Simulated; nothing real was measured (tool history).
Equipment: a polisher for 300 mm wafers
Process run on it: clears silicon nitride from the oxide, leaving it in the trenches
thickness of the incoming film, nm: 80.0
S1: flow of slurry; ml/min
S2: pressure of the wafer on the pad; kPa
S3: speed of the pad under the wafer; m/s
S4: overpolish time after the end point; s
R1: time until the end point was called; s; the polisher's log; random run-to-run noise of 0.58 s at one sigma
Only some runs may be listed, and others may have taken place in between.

run,hour,S1,S2,S3,S4,R1
1,0,155,23.4,0.94,5,80.071
2,3.7,160,25.5,0.94,5,73.018
3,10.5,160,25.5,0.72,5,93.994
4,16.6,165,28.3,0.74,5,84.684
5,23.9,140,28.3,0.74,5,86.318
6,26.1,160,28.3,0.74,5,82.984
7,32.8,170,30.3,0.76,5,74.537

Predict the results of run 8:
8,33.5,175,36.5,0.86,5,?

{"run 8": {"R1": 56.281}}
